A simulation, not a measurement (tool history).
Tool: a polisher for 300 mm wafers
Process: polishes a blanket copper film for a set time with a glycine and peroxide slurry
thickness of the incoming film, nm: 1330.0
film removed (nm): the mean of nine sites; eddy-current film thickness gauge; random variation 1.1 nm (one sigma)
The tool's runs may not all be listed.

run,hour,flow of slurry (ml/min),pressure of the wafer on the pad (psi),speed of the pad under the wafer (m/s),polishing time (s),film removed (nm)
1,0,170,2.2,1.04,32,170.26
2,5.1,170,2,1,32,146.91
3,13.5,170,2,1,28,129.23
4,16.4,170,1.9,1,28,126.41
5,22.1,170,1.8,1,28,120.11
6,26.7,170,1.6,1,28,113.42

The next listed run, before its measurement:
7,32.7,170,1.5,1,28,?

{"run 7": {"film removed (nm)": 104.39}}
